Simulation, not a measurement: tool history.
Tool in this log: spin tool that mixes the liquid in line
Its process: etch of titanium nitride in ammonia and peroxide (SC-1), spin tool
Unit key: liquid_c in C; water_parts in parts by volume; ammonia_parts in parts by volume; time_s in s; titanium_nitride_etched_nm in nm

run	hour	liquid_c	water_parts	ammonia_parts	time_s	titanium_nitride_etched_nm
1	0	56	8	0.8	15	3.5503
2	4.7	59	8	0.8	15	4.3775
3	8.6	55	8	0.8	15	3.289
4	11.5	55	8	0.8	15	3.3235
5	16.5	55	10	0.8	15	3.0109
6	17.2	58	10	0.8	15	3.6312
7	22.5	61	10	0.8	15	4.4032
8	28.2	63	10	0.8	15	5.0227

Run 9, settings as shown, results not yet in. Your forecast:
9	31.3	64.5	10	0.8	15	?

Run 9 produced titanium_nitride_etched_nm 5.5987 nm.

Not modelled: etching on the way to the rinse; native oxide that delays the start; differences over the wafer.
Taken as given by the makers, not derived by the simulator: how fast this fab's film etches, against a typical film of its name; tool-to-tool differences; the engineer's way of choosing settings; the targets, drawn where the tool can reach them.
